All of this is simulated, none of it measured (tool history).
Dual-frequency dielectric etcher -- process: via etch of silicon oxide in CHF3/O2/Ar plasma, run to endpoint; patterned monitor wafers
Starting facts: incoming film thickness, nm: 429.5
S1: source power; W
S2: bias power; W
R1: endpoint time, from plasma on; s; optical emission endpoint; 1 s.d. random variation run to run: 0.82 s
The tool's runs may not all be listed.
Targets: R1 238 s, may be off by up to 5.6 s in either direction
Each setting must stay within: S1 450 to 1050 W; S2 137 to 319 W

run 1 hour=0 | S1=750 S2=228 | R1=197.94
run 2 hour=2 | S1=810 S2=228 | R1=188.67
run 3 hour=5.4 | S1=810 S2=245 | R1=182.76
run 4 hour=7.7 | S1=740 S2=245 | R1=190.87
run 5 hour=10.1 | S1=680 S2=238 | R1=202.78
run 6 hour=15.5 | S1=640 S2=236 | R1=213.09
run 7 hour=19.3 | S1=610 S2=235 | R1=218.66
run 8 hour=27.4 | S1=610 S2=235 | R1=218.42
run 9 hour=32.3 | S1=610 S2=235 | R1=218.09
run 10 hour=39.5 | S1=590 S2=234 | R1=224.37
run 11 hour=44.6 | S1=580 S2=233 | R1=228.03
run 12 hour=47.7 | S1=570 S2=233 | R1=229.18
run 13 hour=56 | S1=560 S2=233 | R1=232.56

Below are 5 possible settings for the next run. Only one of them brings all results inside the allowed miss of their targets. Which is it?
run A hour=64.3 | S1=570 S2=200 | R1=?
run B hour=64.3 | S1=620 S2=223 | R1=?
run C hour=64.3 | S1=540 S2=253 | R1=?
run D hour=64.3 | S1=600 S2=206 | R1=?
run E hour=64.3 | S1=550 S2=261 | R1=?

move=A R1=252.2
move=B R1=224.83
move=C R1=229.2
move=D R1=239.91
move=E R1=222.66
A: takes the biggest miss from the last run beyond its target
B: moves away from the targets compared with the last run
C: moves away from the targets compared with the last run
D: every result within its allowed miss
E: moves away from the targets compared with the last run
The right move is D.
